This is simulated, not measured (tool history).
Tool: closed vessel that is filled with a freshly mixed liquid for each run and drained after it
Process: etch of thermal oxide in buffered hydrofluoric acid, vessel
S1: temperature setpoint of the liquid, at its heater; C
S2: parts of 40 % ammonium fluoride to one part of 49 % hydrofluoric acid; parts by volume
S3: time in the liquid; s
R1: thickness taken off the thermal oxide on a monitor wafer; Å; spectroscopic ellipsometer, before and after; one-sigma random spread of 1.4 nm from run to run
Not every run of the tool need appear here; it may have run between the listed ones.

| run | hour | S1 | S2 | S3 | R1 |
|---|---|---|---|---|---|
| 1 | 0.0 | 22.0 | 8 | 100 | 1277.5 |
| 2 | 7.5 | 22.5 | 8 | 100 | 1287.8 |
| 3 | 10.0 | 19.5 | 8 | 100 | 1119.6 |
| 4 | 16.1 | 20.5 | 8 | 100 | 1174.3 |
| 5 | 21.7 | 21.5 | 8 | 100 | 1236.0 |
| 6 | 28.9 | 21.5 | 8 | 100 | 1223.3 |
| 7 | 35.6 | 22.0 | 8 | 100 | 1282.7 |

Forecast run 8:
| 8 | 40.1 | 22.5 | 8 | 100 | ? |

R1: 1286.7 Å
